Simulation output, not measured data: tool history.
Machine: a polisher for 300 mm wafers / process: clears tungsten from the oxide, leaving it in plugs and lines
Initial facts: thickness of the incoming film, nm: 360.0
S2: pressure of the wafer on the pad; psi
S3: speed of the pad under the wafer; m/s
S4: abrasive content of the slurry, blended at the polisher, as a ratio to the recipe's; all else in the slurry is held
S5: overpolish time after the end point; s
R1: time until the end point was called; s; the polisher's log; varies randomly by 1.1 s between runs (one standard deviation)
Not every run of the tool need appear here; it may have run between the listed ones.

{"run": 1, "hour": 0.0, "flow of slurry (ml/min)": 255, "S2": 4.6, "S3": 1.36, "S4": 1.0, "S5": 41, "R1": 39.187}
{"run": 2, "hour": 8.3, "flow of slurry (ml/min)": 255, "S2": 4.3, "S3": 1.34, "S4": 1.0, "S5": 41, "R1": 43.141}
{"run": 3, "hour": 11.7, "flow of slurry (ml/min)": 255, "S2": 4.3, "S3": 1.34, "S4": 1.0, "S5": 45, "R1": 41.207}
{"run": 4, "hour": 16.0, "flow of slurry (ml/min)": 255, "S2": 4.3, "S3": 1.34, "S4": 0.85, "S5": 45, "R1": 43.96}
{"run": 5, "hour": 17.1, "flow of slurry (ml/min)": 255, "S2": 4.3, "S3": 1.34, "S4": 0.95, "S5": 45, "R1": 43.731}
{"run": 6, "hour": 17.7, "flow of slurry (ml/min)": 255, "S2": 4.3, "S3": 1.34, "S4": 0.8, "S5": 45, "R1": 45.291}

For run 7, what comes out?
{"run": 7, "hour": 22.4, "flow of slurry (ml/min)": 255, "S2": 3.1, "S3": 1.28, "S4": 0.8, "S5": 45, "R1": "?"}

Logged for run 7: R1 63.890 s.
